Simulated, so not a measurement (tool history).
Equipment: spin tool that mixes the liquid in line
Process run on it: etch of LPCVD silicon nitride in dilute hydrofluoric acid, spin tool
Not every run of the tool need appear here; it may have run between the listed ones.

run,hour,temperature setpoint of the liquid (°C),parts of water to one part of 49 % hydrofluoric acid (parts by volume),time under the liquid (s),thickness taken off the LPCVD silicon nitride on a monitor wafer (Å)
1,0,22,175,85,1.7227
2,5.2,25,175,85,2.5076
3,6.7,25,175,65,1.7688
4,10.4,24.5,185,65,1.7728
5,18.5,24,190,65,1.5871
6,22,23.5,195,65,1.539
7,24,23,200,65,1.3996

Expected results for the next run?
8,28.2,23,200,65,?

For run 8 the tool returned thickness taken off the LPCVD silicon nitride on a monitor wafer (Å) 1.3011.

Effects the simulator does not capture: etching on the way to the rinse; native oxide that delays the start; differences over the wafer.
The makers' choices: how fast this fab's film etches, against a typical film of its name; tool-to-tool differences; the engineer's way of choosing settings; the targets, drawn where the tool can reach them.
